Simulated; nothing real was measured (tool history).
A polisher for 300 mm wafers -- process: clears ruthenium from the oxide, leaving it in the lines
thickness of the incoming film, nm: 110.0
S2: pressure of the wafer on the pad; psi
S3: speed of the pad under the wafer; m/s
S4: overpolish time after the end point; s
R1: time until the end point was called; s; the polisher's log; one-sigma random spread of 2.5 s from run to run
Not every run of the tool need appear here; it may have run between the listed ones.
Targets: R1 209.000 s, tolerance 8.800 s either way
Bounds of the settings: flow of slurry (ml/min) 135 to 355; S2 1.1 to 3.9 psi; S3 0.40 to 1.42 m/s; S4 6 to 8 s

Run 1, hour 0.0: flow of slurry (ml/min) 225, S2 2.5 psi, S3 0.90 m/s, S4 8 s. Result: R1 98.408 s.
Run 2, hour 6.7: flow of slurry (ml/min) 225, S2 2.5 psi, S3 0.90 m/s, S4 8 s. Result: R1 102.110 s.
Run 3, hour 8.3: flow of slurry (ml/min) 225, S2 3.0 psi, S3 0.90 m/s, S4 8 s. Result: R1 83.223 s.
Run 4, hour 10.5: flow of slurry (ml/min) 225, S2 2.8 psi, S3 0.88 m/s, S4 8 s. Result: R1 90.107 s.
Run 5, hour 14.2: flow of slurry (ml/min) 205, S2 2.8 psi, S3 0.88 m/s, S4 8 s. Result: R1 93.116 s.
Run 6, hour 17.4: flow of slurry (ml/min) 185, S2 2.8 psi, S3 0.88 m/s, S4 8 s. Result: R1 92.997 s.
Run 7, hour 22.5: flow of slurry (ml/min) 185, S2 2.6 psi, S3 0.86 m/s, S4 8 s. Result: R1 101.810 s.
Run 8, hour 23.0: flow of slurry (ml/min) 185, S2 2.4 psi, S3 0.84 m/s, S4 8 s. Result: R1 114.140 s.
Run 9, hour 24.4: flow of slurry (ml/min) 185, S2 2.3 psi, S3 0.82 m/s, S4 8 s. Result: R1 120.510 s.
Run 10, hour 25.3: flow of slurry (ml/min) 185, S2 2.2 psi, S3 0.80 m/s, S4 8 s. Result: R1 130.910 s.
Run 11, hour 31.6: flow of slurry (ml/min) 185, S2 2.1 psi, S3 0.80 m/s, S4 8 s. Result: R1 135.050 s.
Run 12, hour 33.8: flow of slurry (ml/min) 185, S2 2.0 psi, S3 0.80 m/s, S4 8 s. Result: R1 137.880 s.
Run 13, hour 35.5: flow of slurry (ml/min) 185, S2 1.9 psi, S3 0.80 m/s, S4 8 s. Result: R1 148.850 s.
Run 14, hour 39.1: flow of slurry (ml/min) 185, S2 1.8 psi, S3 0.80 m/s, S4 8 s. Result: R1 154.900 s.
Run 15, hour 43.9: flow of slurry (ml/min) 185, S2 1.1 psi, S3 0.78 m/s, S4 8 s. Result: R1 249.010 s.

Pick the move, out of 4, that brings all results within their allowed miss; only one does.
Run A, hour 48.7: flow of slurry (ml/min) 180, S2 1.1 psi, S3 0.64 m/s, S4 8 s. Result: R1 ?.
Run B, hour 48.7: flow of slurry (ml/min) 170, S2 1.3 psi, S3 0.88 m/s, S4 6 s. Result: R1 ?.
Run C, hour 48.7: flow of slurry (ml/min) 195, S2 1.1 psi, S3 0.84 m/s, S4 6 s. Result: R1 ?.
Run D, hour 48.7: flow of slurry (ml/min) 170, S2 1.3 psi, S3 0.80 m/s, S4 6 s. Result: R1 ?.

move       R1
   A  297.410
   B  192.250
   C  228.220
   D  210.240
A: misses by more than the last run did
B: carries the result that was furthest off beyond its target, to the other side
C: an improvement on the last run, though not all results are within tolerance
D: all results in spec
Go with D: it meets all targets.

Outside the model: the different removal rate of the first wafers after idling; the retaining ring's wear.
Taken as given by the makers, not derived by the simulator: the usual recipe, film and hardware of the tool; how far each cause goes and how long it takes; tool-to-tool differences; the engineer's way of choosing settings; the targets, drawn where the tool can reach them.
